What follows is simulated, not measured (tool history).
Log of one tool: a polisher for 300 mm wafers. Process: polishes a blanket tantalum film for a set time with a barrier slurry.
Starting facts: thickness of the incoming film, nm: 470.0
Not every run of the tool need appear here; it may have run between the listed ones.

run    day  flow of slurry (ml/min)  pressure of the wafer on the pad (kPa)  speed of the pad under the wafer (cm/s)  abrasive content of the slurry  polishing time (s)  film removed (angstrom)
  1      0                      240                                    13.8                                      104                               1                  52                   768.62
  2  0.375                      240                                    13.8                                      112                               1                  52                   810.05
  3  0.538                      290                                    13.8                                      112                               1                  52                   820.51
  4  0.754                      290                                    13.8                                      112                               1                  52                   844.68
  5  0.892                      340                                    13.8                                      112                               1                  52                   836.52
     1.129  -- worn pad replaced by a new one
  6  1.129                      375                                    13.8                                      112                               1                  52                   964.87

What will run 7 give?
  7  1.467                      315                                    13.1                                      112                               1                  52                        ?

Run 7 came out at film removed (angstrom) 893.81.

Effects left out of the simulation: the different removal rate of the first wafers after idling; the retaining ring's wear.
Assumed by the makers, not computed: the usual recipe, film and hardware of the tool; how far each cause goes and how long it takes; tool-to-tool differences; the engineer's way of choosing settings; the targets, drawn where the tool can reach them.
